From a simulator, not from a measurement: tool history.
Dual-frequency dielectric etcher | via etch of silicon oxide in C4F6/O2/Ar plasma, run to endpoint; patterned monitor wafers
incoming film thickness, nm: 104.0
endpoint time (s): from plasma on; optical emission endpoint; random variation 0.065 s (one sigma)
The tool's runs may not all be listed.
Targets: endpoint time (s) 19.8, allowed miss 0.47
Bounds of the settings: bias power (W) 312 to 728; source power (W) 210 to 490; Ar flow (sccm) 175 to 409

run,hour,bias power (W),source power (W),Ar flow (sccm),endpoint time (s)
1,0,520,350,292,25.201
2,1.6,520,410,292,23.696
3,2.7,520,360,292,24.85
4,10.7,520,360,248,24.538
5,18.7,592,360,248,23.036
# hour 26.7: source power generator calibrated
6,26.7,612,370,246,21.917
7,33.9,626,370,246,21.821
8,37.7,626,370,246,21.658

Which of these 4 next moves meets every target?
A,41.5,651,400,272,?
B,41.5,681,350,235,?
C,41.5,651,370,240,?
D,41.5,661,400,175,?

move,endpoint time (s)
A,21.058
B,21.346
C,21.391
D,19.858
A: nearer than the last run, and not there yet
B: nearer than the last run, and not there yet
C: nearer than the last run, and not there yet
D: meets every target
Move D is the one to make.
